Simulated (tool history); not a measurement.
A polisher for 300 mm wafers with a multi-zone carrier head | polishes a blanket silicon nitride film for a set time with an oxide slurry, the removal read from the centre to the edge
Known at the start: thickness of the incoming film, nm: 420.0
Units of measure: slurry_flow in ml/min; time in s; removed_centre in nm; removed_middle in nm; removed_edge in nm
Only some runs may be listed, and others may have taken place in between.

run	hour	slurry_flow	centre_zone	middle_zone	edge_zone	slurry_solids	time	removed_centre	removed_middle	removed_edge
1	0	250	1	1	1	1	84	60.108	60.501	62.496
2	2.7	250	1	1.08	1	1	84	59.524	65.664	62.339
3	9.6	210	1	1.08	1	1	84	58.771	63.164	61.883
4	14.3	210	1	1.01	1	1	84	56.921	59.086	63.098
5	20.2	230	1.01	0.99	0.97	0.9	84	54.69	54.832	56.971
6	28.6	225	1.02	0.97	0.93	0.9	84	56.688	53.069	56.067
7	36.1	210	0.98	0.96	0.84	0.75	83	44.073	44.612	43.89

Run 8 comes next. What will it give?
8	38.7	280	1.04	0.95	0.93	0.75	83	?	?	?

{"run 8": {"removed_centre": 50.655, "removed_middle": 46.413, "removed_edge": 47.596}}
